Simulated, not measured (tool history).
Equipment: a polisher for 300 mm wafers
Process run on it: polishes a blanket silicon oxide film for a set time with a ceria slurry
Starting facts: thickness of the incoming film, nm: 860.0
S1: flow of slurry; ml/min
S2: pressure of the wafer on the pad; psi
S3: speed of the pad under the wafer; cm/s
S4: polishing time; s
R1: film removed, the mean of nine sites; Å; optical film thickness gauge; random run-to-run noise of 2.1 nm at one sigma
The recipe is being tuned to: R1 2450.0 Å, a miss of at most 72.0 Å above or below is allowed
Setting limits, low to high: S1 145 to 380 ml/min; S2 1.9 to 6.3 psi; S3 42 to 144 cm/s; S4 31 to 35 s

run  hour   S1   S2   S3  S4      R1
  1   0.0  245  4.1   92  35  1404.8
  2   8.2  245  4.6   92  35  1597.3
  3   9.3  245  5.0   92  35  1700.4
  4  11.5  245  5.0   92  31  1531.5
  5  13.8  245  5.3   96  31  1661.3
  6  15.8  245  5.3   96  35  1854.0
  7  17.8  250  5.5   98  35  1976.8
  8  19.9  255  5.7  100  35  2090.0
  9  20.6  260  5.8  100  35  2162.8
 10  23.6  275  5.9  100  35  2196.7
 11  30.5  275  6.0  100  35  2208.4
 12  35.5  275  6.1  102  35  2308.2

5 candidate next runs follow, results not yet known. Just one meets every target within its allowed miss. Identify it.
  A  40.5  250  5.9  112  35   ?
  B  40.5  295  5.7  108  34   ?
  C  40.5  295  6.1  110  32   ?
  D  40.5  305  6.0  104  34   ?
  E  40.5  305  5.6  106  35   ?

move      R1
   A  2433.1
   B  2257.8
   C  2311.9
   D  2298.1
   E  2252.6
A: each result inside its tolerance
B: lands further from the targets than the last run did
C: roughly where the last run was
D: lands further from the targets than the last run did
E: lands further from the targets than the last run did
Go with A: it meets all targets.
